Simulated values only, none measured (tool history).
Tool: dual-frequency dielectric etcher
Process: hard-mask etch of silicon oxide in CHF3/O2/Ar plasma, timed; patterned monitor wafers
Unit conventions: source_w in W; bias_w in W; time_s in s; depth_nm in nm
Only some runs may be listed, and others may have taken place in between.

| run | day | source_w | bias_w | time_s | depth_nm |
|---|---|---|---|---|---|
| 1 | 0.000 | 840 | 209 | 12.5 | 30.738 |
| 2 | 0.150 | 840 | 209 | 11.5 | 28.389 |
| 3 | 0.508 | 840 | 241 | 11.5 | 29.601 |
| 4 | 0.854 | 840 | 241 | 12.5 | 32.436 |
| 5 | 1.146 | 840 | 255 | 12.5 | 33.054 |
| 6 | 1.192 | 870 | 258 | 12.5 | 33.372 |

What will run 7 give?
| 7 | 1.538 | 890 | 261 | 12.5 | ? |

depth_nm: 33.894 nm
